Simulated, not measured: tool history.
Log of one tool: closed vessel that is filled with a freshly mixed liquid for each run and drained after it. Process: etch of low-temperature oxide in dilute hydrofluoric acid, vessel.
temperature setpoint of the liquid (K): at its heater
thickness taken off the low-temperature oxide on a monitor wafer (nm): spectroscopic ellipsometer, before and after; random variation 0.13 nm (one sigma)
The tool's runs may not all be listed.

run,day,temperature setpoint of the liquid (K),parts of water to one part of 49 % hydrofluoric acid (parts by volume),time in the liquid (s),thickness taken off the low-temperature oxide on a monitor wafer (nm)
1,0,296.15,165,95,17.619
2,0.033,296.15,165,100,18.72
3,0.367,294.65,165,100,17.536
4,0.696,293.65,165,100,16.847
5,0.838,292.65,165,100,16.239
6,0.908,292.15,165,100,16.023

Forecast run 7:
7,1.121,291.65,165,100,?

thickness taken off the low-temperature oxide on a monitor wafer (nm): 15.748
